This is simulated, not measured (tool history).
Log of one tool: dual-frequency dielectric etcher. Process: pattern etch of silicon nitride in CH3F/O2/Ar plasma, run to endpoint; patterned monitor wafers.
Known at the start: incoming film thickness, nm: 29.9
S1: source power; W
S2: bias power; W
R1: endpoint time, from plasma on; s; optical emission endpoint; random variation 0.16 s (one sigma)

Run 1, day 0: S1 300 W, S2 102 W. Result: R1 42.738 s.
Run 2, day 0.242: S1 260 W, S2 102 W. Result: R1 45.203 s.
Run 3, day 0.304: S1 300 W, S2 102 W. Result: R1 42.716 s.
Run 4, day 0.492: S1 300 W, S2 110 W. Result: R1 41.548 s.
Run 5, day 0.533: S1 270 W, S2 110 W. Result: R1 43.029 s.
Run 6, day 0.625: S1 270 W, S2 102 W. Result: R1 44.54 s.
Run 7, day 0.712: S1 240 W, S2 101 W. Result: R1 47.138 s.

Forecast run 8:
Run 8, day 1.033: S1 230 W, S2 101 W. Result: R1 ?.

Run 8 gave R1 47.68 s.
